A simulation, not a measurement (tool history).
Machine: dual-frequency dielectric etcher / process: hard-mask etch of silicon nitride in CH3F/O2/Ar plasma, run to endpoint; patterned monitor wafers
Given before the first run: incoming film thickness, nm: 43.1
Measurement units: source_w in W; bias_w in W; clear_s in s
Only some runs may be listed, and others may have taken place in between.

run 1 hour=0.0 | source_w=540 bias_w=73 | clear_s=59.435
run 2 hour=1.0 | source_w=560 bias_w=73 | clear_s=58.810
run 3 hour=3.2 | source_w=580 bias_w=73 | clear_s=57.947
run 4 hour=4.6 | source_w=520 bias_w=73 | clear_s=60.302
run 5 hour=5.3 | source_w=540 bias_w=73 | clear_s=59.530
run 6 hour=7.8 | source_w=560 bias_w=73 | clear_s=58.428
run 7 hour=16.3 | source_w=570 bias_w=73 | clear_s=58.424
run 8 hour=25.0 | source_w=590 bias_w=73 | clear_s=57.282

Run 9 has not been measured yet. What should we expect?
run 9 hour=26.8 | source_w=600 bias_w=73 | clear_s=?

{"run 9": {"clear_s": 57.1}}

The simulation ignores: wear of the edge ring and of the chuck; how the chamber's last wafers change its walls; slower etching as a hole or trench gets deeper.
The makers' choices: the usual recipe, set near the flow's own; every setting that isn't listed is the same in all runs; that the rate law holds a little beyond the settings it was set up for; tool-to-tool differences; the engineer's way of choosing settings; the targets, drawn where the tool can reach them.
